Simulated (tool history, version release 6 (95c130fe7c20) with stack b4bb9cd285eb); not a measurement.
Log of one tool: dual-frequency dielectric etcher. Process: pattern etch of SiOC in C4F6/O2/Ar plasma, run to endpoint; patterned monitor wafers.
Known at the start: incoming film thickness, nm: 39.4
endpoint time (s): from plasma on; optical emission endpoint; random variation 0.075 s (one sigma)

run 1 hour=0.0 | bias_power_(kW)=0.624 source_power_(kW)=0.270 | endpoint_time_(s)=14.599
run 2 hour=4.4 | bias_power_(kW)=0.611 source_power_(kW)=0.270 | endpoint_time_(s)=14.641
run 3 hour=6.7 | bias_power_(kW)=0.598 source_power_(kW)=0.270 | endpoint_time_(s)=14.779
run 4 hour=12.6 | bias_power_(kW)=0.653 source_power_(kW)=0.270 | endpoint_time_(s)=14.257
run 5 hour=16.5 | bias_power_(kW)=0.653 source_power_(kW)=0.290 | endpoint_time_(s)=13.951
run 6 hour=17.8 | bias_power_(kW)=0.632 source_power_(kW)=0.290 | endpoint_time_(s)=14.095
run 7 hour=24.0 | bias_power_(kW)=0.613 source_power_(kW)=0.290 | endpoint_time_(s)=14.324
run 8 hour=24.7 | bias_power_(kW)=0.598 source_power_(kW)=0.290 | endpoint_time_(s)=14.467
run 9 hour=27.2 | bias_power_(kW)=0.584 source_power_(kW)=0.290 | endpoint_time_(s)=14.646

The next listed run, before its measurement:
run 10 hour=31.3 | bias_power_(kW)=0.573 source_power_(kW)=0.290 | endpoint_time_(s)=?

endpoint time (s): 14.697
